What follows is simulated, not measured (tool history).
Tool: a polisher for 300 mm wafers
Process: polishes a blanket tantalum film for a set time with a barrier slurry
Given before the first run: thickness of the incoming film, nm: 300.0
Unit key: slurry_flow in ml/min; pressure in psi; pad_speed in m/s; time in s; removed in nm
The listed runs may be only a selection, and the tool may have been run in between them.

run  hour  slurry_flow  pressure  pad_speed  slurry_solids  time  removed
  1   0.0          220       2.4       0.98            1.0    30   64.443
  2   4.0          220       2.4       0.98            0.8    30   59.978
  3  11.1          220       2.4       1.16            0.8    30   68.012
  4  14.3          220       2.2       1.10            0.8    30   60.374
  5  16.7          220       2.1       1.04            0.8    30   55.556
  6  24.6          220       2.3       1.04            0.8    30   60.084
  7  26.4          220       2.2       1.00            0.8    30   56.407
  8  34.9          220       2.1       0.96            0.8    30   51.719
  9  43.8          205       1.5       0.70            0.8    30   28.841

Estimate the outcome of run 10 from the log above:
 10  47.5          200       1.5       0.70            0.8    30        ?

{"run 10": {"removed": 29.075}}
